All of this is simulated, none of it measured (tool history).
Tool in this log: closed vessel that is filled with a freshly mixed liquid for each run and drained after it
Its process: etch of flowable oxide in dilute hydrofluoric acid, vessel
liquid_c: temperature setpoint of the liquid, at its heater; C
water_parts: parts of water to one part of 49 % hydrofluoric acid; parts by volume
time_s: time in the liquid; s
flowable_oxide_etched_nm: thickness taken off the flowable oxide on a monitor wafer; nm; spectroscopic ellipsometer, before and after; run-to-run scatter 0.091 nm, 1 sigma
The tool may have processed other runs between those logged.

| run | hour | liquid_c | water_parts | time_s | flowable_oxide_etched_nm |
|---|---|---|---|---|---|
| 1 | 0.0 | 24.0 | 75 | 30 | 16.319 |
| 2 | 4.4 | 24.0 | 100 | 30 | 11.988 |
| 3 | 5.5 | 27.0 | 100 | 30 | 13.559 |
| 4 | 9.4 | 23.5 | 100 | 30 | 11.879 |
| 5 | 15.8 | 23.5 | 100 | 30 | 11.966 |
| 6 | 18.0 | 22.5 | 100 | 30 | 11.363 |
| 7 | 23.7 | 21.5 | 100 | 30 | 10.925 |

For run 8, what comes out?
| 8 | 26.4 | 21.0 | 100 | 30 | ? |

{"run 8": {"flowable_oxide_etched_nm": 10.774}}

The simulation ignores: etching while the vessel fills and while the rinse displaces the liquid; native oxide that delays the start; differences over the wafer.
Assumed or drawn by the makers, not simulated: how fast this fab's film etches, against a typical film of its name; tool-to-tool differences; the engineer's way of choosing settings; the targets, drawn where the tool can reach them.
